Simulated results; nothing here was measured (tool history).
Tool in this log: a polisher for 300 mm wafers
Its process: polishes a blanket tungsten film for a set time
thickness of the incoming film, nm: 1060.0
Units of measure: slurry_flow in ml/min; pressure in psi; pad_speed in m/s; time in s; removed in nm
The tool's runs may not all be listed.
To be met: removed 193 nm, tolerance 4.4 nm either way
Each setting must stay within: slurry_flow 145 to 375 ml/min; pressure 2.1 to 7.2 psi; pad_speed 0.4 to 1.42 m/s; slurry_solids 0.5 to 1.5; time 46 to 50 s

{"run": 1, "hour": 0.0, "slurry_flow": 240, "pressure": 4.6, "pad_speed": 0.9, "slurry_solids": 1, "time": 50, "removed": 283.45}
{"run": 2, "hour": 2.0, "slurry_flow": 210, "pressure": 4.6, "pad_speed": 0.9, "slurry_solids": 1, "time": 50, "removed": 275.79}
{"run": 3, "hour": 9.6, "slurry_flow": 210, "pressure": 4.6, "pad_speed": 0.9, "slurry_solids": 1.2, "time": 50, "removed": 287.62}
{"run": 4, "hour": 14.7, "slurry_flow": 210, "pressure": 5.5, "pad_speed": 0.9, "slurry_solids": 1.2, "time": 50, "removed": 345.02}
{"run": 5, "hour": 20.0, "slurry_flow": 210, "pressure": 5.5, "pad_speed": 0.9, "slurry_solids": 1.35, "time": 50, "removed": 354.07}
{"run": 6, "hour": 28.0, "slurry_flow": 170, "pressure": 5.5, "pad_speed": 0.9, "slurry_solids": 1.35, "time": 50, "removed": 334.11}
{"run": 7, "hour": 36.6, "slurry_flow": 165, "pressure": 4.9, "pad_speed": 0.9, "slurry_solids": 1.35, "time": 50, "removed": 298.84}
{"run": 8, "hour": 40.0, "slurry_flow": 160, "pressure": 4.4, "pad_speed": 0.9, "slurry_solids": 1.35, "time": 50, "removed": 274.7}
{"run": 9, "hour": 44.9, "slurry_flow": 155, "pressure": 3.9, "pad_speed": 0.9, "slurry_solids": 1.35, "time": 50, "removed": 237.13}

Which single option among these 4 for the next run brings every result within its allowed miss of target? Just one does.
{"run": "A", "hour": 49.8, "slurry_flow": 185, "pressure": 4.2, "pad_speed": 0.84, "slurry_solids": 1.15, "time": 46, "removed": "?"}
{"run": "B", "hour": 49.8, "slurry_flow": 170, "pressure": 3.2, "pad_speed": 0.9, "slurry_solids": 1.3, "time": 46, "removed": "?"}
{"run": "C", "hour": 49.8, "slurry_flow": 145, "pressure": 4, "pad_speed": 0.72, "slurry_solids": 1.4, "time": 46, "removed": "?"}
{"run": "D", "hour": 49.8, "slurry_flow": 195, "pressure": 4.1, "pad_speed": 1.1, "slurry_solids": 1.2, "time": 50, "removed": "?"}

move=A removed=220.65
move=B removed=180.84
move=C removed=188.7
move=D removed=291.2
A: nearer the targets than the last run, but a result is still out of spec
B: takes the result that was furthest off past its target
C: all results land within tolerance of their targets
D: its largest miss is bigger than the last run's
The move that meets every target is C.
